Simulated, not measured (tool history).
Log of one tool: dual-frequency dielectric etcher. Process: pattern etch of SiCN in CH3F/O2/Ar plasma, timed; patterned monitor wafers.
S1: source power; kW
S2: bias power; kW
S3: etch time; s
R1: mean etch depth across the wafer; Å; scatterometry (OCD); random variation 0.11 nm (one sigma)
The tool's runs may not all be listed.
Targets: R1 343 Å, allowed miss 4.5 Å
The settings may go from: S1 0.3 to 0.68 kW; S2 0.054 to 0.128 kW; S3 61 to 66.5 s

{"run": 1, "hour": 0.0, "S1": 0.49, "S2": 0.091, "S3": 66.5, "R1": 295.44}
{"run": 2, "hour": 0.6, "S1": 0.52, "S2": 0.092, "S3": 66.5, "R1": 302.72}
{"run": 3, "hour": 2.8, "S1": 0.55, "S2": 0.093, "S3": 66.5, "R1": 312.91}
{"run": 4, "hour": 4.3, "S1": 0.55, "S2": 0.108, "S3": 66.5, "R1": 331.31}
{"run": 5, "hour": 6.9, "S1": 0.56, "S2": 0.108, "S3": 66.5, "R1": 334.33}
{"run": 6, "hour": 12.1, "S1": 0.64, "S2": 0.108, "S3": 66.5, "R1": 354.75}
{"run": 7, "hour": 17.9, "S1": 0.63, "S2": 0.108, "S3": 66.5, "R1": 351.75}
{"run": 8, "hour": 22.4, "S1": 0.62, "S2": 0.108, "S3": 66.5, "R1": 349.02}

4 next moves are on the table. One of them brings every result within its allowed miss. Which?
{"run": "A", "hour": 26.9, "S1": 0.61, "S2": 0.102, "S3": 64.5, "R1": "?"}
{"run": "B", "hour": 26.9, "S1": 0.63, "S2": 0.111, "S3": 66, "R1": "?"}
{"run": "C", "hour": 26.9, "S1": 0.68, "S2": 0.107, "S3": 65.5, "R1": "?"}
{"run": "D", "hour": 26.9, "S1": 0.67, "S2": 0.118, "S3": 61, "R1": "?"}

move=A R1=328.64
move=B R1=353
move=C R1=355.59
move=D R1=343.06
A: takes the result that was furthest off past its target
B: further off than the last run
C: further off than the last run
D: meets every target
The right move is D.

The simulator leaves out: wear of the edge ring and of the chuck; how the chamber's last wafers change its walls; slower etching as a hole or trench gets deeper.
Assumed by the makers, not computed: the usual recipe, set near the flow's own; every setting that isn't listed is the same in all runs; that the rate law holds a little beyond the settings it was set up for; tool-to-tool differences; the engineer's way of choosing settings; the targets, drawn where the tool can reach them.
